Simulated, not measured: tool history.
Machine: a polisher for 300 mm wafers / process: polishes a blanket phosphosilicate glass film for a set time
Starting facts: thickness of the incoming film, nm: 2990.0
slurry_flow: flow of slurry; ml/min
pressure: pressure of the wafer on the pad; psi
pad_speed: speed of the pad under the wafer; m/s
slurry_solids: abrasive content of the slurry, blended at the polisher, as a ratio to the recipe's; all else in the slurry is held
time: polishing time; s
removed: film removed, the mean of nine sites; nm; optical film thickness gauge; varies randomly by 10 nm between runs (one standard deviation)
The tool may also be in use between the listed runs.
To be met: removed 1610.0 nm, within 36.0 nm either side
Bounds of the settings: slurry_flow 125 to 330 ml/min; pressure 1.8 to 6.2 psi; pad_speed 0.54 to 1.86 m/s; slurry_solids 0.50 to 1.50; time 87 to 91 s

run	hour	slurry_flow	pressure	pad_speed	slurry_solids	time	removed
1	0.0	210	4.0	1.18	1.00	87	1003.8
2	5.4	220	4.4	1.18	1.00	87	1104.0
3	14.0	220	4.4	1.30	1.00	87	1173.7
4	20.2	225	4.7	1.30	1.00	87	1248.0
5	22.5	225	5.6	1.30	1.00	87	1478.2
6	27.5	230	5.7	1.30	1.00	87	1509.2
7	35.7	235	5.8	1.30	1.00	87	1538.8
8	44.2	240	5.9	1.30	1.00	87	1571.5

Pick the move, out of 4, that brings all results within their allowed miss; only one does.
A	52.7	255	5.9	1.12	1.15	87	?
B	52.7	235	6.2	1.06	1.00	90	?
C	52.7	240	6.1	1.00	1.35	89	?
D	52.7	205	5.6	1.20	1.05	90	?

move	removed
A	1537.7
B	1513.7
C	1618.7
D	1478.0
A: the biggest miss grows against the last run
B: the biggest miss grows against the last run
C: hits every target within its allowed miss
D: the biggest miss grows against the last run
Correct choice: C, which meets every target
